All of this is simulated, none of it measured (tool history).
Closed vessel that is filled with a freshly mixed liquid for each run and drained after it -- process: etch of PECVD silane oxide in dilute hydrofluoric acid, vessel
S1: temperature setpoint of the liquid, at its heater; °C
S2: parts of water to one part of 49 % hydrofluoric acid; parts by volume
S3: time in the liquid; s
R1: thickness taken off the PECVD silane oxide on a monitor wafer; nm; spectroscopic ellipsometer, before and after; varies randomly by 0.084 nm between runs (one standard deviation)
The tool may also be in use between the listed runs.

run  hour    S1   S2   S3      R1
  1   0.0  26.0  170  105  20.667
  2   0.9  23.5  170  105  18.988
  3   7.8  23.5  220  105  13.853
  4   8.8  24.0  220  105  14.023
  5  11.2  21.5  220  105  12.752
  6  12.7  22.0  220  105  13.086
  7  21.0  22.5  220  105  13.205
  8  26.9  23.0  220  105  13.558
  9  35.4  23.0  220  105  13.544
 10  44.0  23.5  220  105  13.762
 11  48.3  24.0  220  105  14.011
 12  55.1  24.5  220  105  14.309

Run 13 comes next. What will it give?
     56.5  -- hydrofluoric acid flow meter replaced
 13  56.5  25.0  220  105   ?

{"run 13": {"R1": 15.885}}
